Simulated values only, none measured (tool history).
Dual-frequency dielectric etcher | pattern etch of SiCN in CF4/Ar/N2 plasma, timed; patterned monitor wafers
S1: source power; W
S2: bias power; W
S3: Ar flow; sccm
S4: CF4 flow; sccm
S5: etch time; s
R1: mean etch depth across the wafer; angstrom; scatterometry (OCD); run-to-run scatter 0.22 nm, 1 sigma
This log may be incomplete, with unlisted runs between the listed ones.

{"run": 1, "hour": 0.0, "S1": 360, "S2": 56, "S3": 85, "S4": 66, "S5": 48.5, "R1": 323.17}
{"run": 2, "hour": 2.7, "S1": 360, "S2": 56, "S3": 91, "S4": 66, "S5": 48.5, "R1": 319.14}
{"run": 3, "hour": 5.2, "S1": 380, "S2": 56, "S3": 91, "S4": 66, "S5": 48.5, "R1": 331.29}
{"run": 4, "hour": 12.0, "S1": 400, "S2": 56, "S3": 91, "S4": 66, "S5": 48.5, "R1": 346.6}
{"run": 5, "hour": 20.7, "S1": 420, "S2": 56, "S3": 91, "S4": 66, "S5": 48.5, "R1": 358.48}
{"run": 6, "hour": 28.7, "S1": 430, "S2": 56, "S3": 91, "S4": 66, "S5": 48.5, "R1": 364.18}
{"run": 7, "hour": 31.3, "S1": 440, "S2": 56, "S3": 91, "S4": 66, "S5": 48.5, "R1": 367.1}

What does the tool deliver on the next run?
{"run": 8, "hour": 37.4, "S1": 450, "S2": 56, "S3": 91, "S4": 66, "S5": 48.5, "R1": "?"}

R1: 371.40 angstrom
